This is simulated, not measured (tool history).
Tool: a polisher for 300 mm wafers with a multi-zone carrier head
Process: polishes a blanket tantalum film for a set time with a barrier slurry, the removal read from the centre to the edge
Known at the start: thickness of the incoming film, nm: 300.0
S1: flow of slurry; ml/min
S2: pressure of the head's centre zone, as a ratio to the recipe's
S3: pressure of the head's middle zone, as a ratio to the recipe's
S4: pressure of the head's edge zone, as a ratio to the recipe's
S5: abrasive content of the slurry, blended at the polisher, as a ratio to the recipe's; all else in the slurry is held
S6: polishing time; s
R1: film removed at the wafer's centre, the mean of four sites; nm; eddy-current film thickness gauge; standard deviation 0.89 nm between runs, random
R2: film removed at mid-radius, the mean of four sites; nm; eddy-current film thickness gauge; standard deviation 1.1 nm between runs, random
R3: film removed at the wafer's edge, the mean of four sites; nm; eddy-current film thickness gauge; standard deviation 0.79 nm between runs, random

run	hour	S1	S2	S3	S4	S5	S6	R1	R2	R3
1	0.0	230	1.00	1.00	1.00	1.00	57	112.180	111.400	108.610
2	8.5	230	1.00	1.00	1.00	0.90	57	110.610	106.010	106.150
3	15.6	230	0.94	1.00	1.00	0.90	57	99.607	106.380	106.560
4	21.1	230	0.94	1.00	1.00	0.90	66	116.220	123.460	123.800
5	26.7	230	0.94	1.00	1.00	0.70	66	110.460	114.860	112.250
6	29.1	185	0.94	1.00	1.00	0.70	66	105.170	112.630	112.810
7	35.3	185	0.94	1.00	1.00	0.70	66	104.020	112.120	109.920
8	38.1	190	0.96	1.00	0.97	0.65	63	99.659	101.820	102.510
9	46.7	210	0.98	1.03	0.95	0.60	60	95.463	97.550	92.350

What will run 10 give?
10	54.3	210	0.98	1.03	0.95	0.60	60	?	?	?

R1: 95.777 nm
R2: 97.494 nm
R3: 94.496 nm
